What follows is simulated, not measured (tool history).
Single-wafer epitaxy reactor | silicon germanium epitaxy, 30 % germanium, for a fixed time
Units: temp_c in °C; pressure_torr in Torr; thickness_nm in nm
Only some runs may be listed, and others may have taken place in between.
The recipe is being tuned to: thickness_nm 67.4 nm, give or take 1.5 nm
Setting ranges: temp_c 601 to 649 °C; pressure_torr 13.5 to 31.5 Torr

Run 1, day 0: temp_c 625 °C, pressure_torr 22.5 Torr. Result: thickness_nm 97.901 nm.
Run 2, day 0.367: temp_c 621 °C, pressure_torr 22.5 Torr. Result: thickness_nm 89.519 nm.
Run 3, day 0.629: temp_c 621 °C, pressure_torr 25.6 Torr. Result: thickness_nm 93.867 nm.
Run 4, day 0.854: temp_c 618 °C, pressure_torr 25.5 Torr. Result: thickness_nm 87.532 nm.
Run 5, day 0.9: temp_c 618 °C, pressure_torr 28.1 Torr. Result: thickness_nm 91.222 nm.
Run 6, day 1.167: temp_c 616 °C, pressure_torr 28 Torr. Result: thickness_nm 88.461 nm.
Run 7, day 1.292: temp_c 614 °C, pressure_torr 27.9 Torr. Result: thickness_nm 84.598 nm.
Run 8, day 1.333: temp_c 612 °C, pressure_torr 27.8 Torr. Result: thickness_nm 81.002 nm.
Run 9, day 1.404: temp_c 611 °C, pressure_torr 27.8 Torr. Result: thickness_nm 79.63 nm.
Run 10, day 1.646: temp_c 610 °C, pressure_torr 27.8 Torr. Result: thickness_nm 77.751 nm.
Run 11, day 1.792: temp_c 609 °C, pressure_torr 27.8 Torr. Result: thickness_nm 76.261 nm.
Run 12, day 1.929: temp_c 608 °C, pressure_torr 27.8 Torr. Result: thickness_nm 74.356 nm.
Run 13, day 2.004: temp_c 602 °C, pressure_torr 27.6 Torr. Result: thickness_nm 65.404 nm.
At day 2.129: pyrometer calibrated.
Run 14, day 2.129: temp_c 604 °C, pressure_torr 27.6 Torr. Result: thickness_nm 74.521 nm.
Run 15, day 2.171: temp_c 604 °C, pressure_torr 25.4 Torr. Result: thickness_nm 72.429 nm.
Run 16, day 2.275: temp_c 604 °C, pressure_torr 26.4 Torr. Result: thickness_nm 74.9 nm.
Run 17, day 2.329: temp_c 604 °C, pressure_torr 27.2 Torr. Result: thickness_nm 75.03 nm.
Run 18, day 2.596: temp_c 604 °C, pressure_torr 27.9 Torr. Result: thickness_nm 75.181 nm.

Below are 5 possible settings for the next run. Only one of them brings all results inside the allowed miss of their targets. Which is it?
Run A, day 2.862: temp_c 603 °C, pressure_torr 25.1 Torr. Result: thickness_nm ?.
Run B, day 2.862: temp_c 607 °C, pressure_torr 27.5 Torr. Result: thickness_nm ?.
Run C, day 2.862: temp_c 603 °C, pressure_torr 22.2 Torr. Result: thickness_nm ?.
Run D, day 2.862: temp_c 602 °C, pressure_torr 27.2 Torr. Result: thickness_nm ?.
Run E, day 2.862: temp_c 606 °C, pressure_torr 27.3 Torr. Result: thickness_nm ?.

move  thickness_nm
   A         71.17
   B         80.08
   C        67.906
   D        71.886
   E        78.224
A: nearer the targets than the last run, but a result is still out of spec
B: the biggest miss grows against the last run
C: every result lands within tolerance
D: nearer the targets than the last run, but a result is still out of spec
E: the biggest miss grows against the last run
Answer: C
